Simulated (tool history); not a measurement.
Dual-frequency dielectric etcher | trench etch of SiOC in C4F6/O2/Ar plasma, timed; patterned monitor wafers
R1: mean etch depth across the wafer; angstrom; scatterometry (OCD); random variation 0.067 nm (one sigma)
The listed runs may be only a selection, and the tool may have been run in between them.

run 1 hour=0 | source_power_(W)=430 bias_power_(W)=156 etch_time_(s)=13 | R1=256.77
run 2 hour=8.6 | source_power_(W)=390 bias_power_(W)=152 etch_time_(s)=13 | R1=249.12
run 3 hour=13.5 | source_power_(W)=320 bias_power_(W)=152 etch_time_(s)=13 | R1=238.39
run 4 hour=17.1 | source_power_(W)=320 bias_power_(W)=162 etch_time_(s)=13 | R1=245.02
run 5 hour=18.6 | source_power_(W)=320 bias_power_(W)=162 etch_time_(s)=13 | R1=244.36
run 6 hour=26.6 | source_power_(W)=310 bias_power_(W)=153 etch_time_(s)=13 | R1=238.32

Run 7 has not been measured yet. What should we expect?
run 7 hour=27.3 | source_power_(W)=250 bias_power_(W)=126 etch_time_(s)=12.5 | R1=?

{"run 7": {"R1": 205.84}}

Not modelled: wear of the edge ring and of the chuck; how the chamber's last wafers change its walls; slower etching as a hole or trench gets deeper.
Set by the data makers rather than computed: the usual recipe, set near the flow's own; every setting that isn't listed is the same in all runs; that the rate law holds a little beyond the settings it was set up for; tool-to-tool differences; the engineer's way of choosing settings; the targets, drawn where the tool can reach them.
